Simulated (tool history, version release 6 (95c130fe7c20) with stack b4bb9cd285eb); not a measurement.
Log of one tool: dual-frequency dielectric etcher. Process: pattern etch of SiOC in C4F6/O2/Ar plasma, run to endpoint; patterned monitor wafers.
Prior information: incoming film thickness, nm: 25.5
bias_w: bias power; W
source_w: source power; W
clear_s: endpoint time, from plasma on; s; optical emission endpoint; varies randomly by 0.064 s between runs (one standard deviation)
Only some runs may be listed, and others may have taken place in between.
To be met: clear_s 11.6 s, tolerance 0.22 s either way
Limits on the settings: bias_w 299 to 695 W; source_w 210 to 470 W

| run | hour | bias_w | source_w | clear_s |
|---|---|---|---|---|
| 1 | 0 | 497 | 340 | 9.5657 |
| 2 | 7.1 | 497 | 380 | 9.1091 |
| 3 | 11.9 | 566 | 380 | 8.6296 |
| 4 | 13.7 | 506 | 360 | 9.2801 |
| 5 | 20.7 | 460 | 350 | 9.6552 |
| 6 | 21.6 | 536 | 350 | 9.1604 |
| 7 | 28.2 | 485 | 330 | 9.7067 |
| 8 | 29.7 | 445 | 320 | 10.173 |
| 9 | 34.1 | 414 | 310 | 10.508 |
| 10 | 36.7 | 315 | 280 | 11.984 |
| 11 | 41.4 | 323 | 280 | 11.897 |
| 12 | 45.9 | 329 | 280 | 11.894 |
| 13 | 48.6 | 329 | 280 | 11.839 |

Which one of the following 5 next-run settings gets every result inside its allowed miss? There is exactly one.
| A | 51.3 | 342 | 290 | ? |
| B | 51.3 | 305 | 270 | ? |
| C | 51.3 | 299 | 270 | ? |
| D | 51.3 | 310 | 280 | ? |
| E | 51.3 | 299 | 280 | ? |

| move | clear_s |
|---|---|
| A | 11.491 |
| B | 12.31 |
| C | 12.376 |
| D | 12.022 |
| E | 12.138 |
A: in spec on every target
B: the biggest miss grows against the last run
C: the biggest miss grows against the last run
D: the biggest miss grows against the last run
E: the biggest miss grows against the last run
Move A is the one to make.
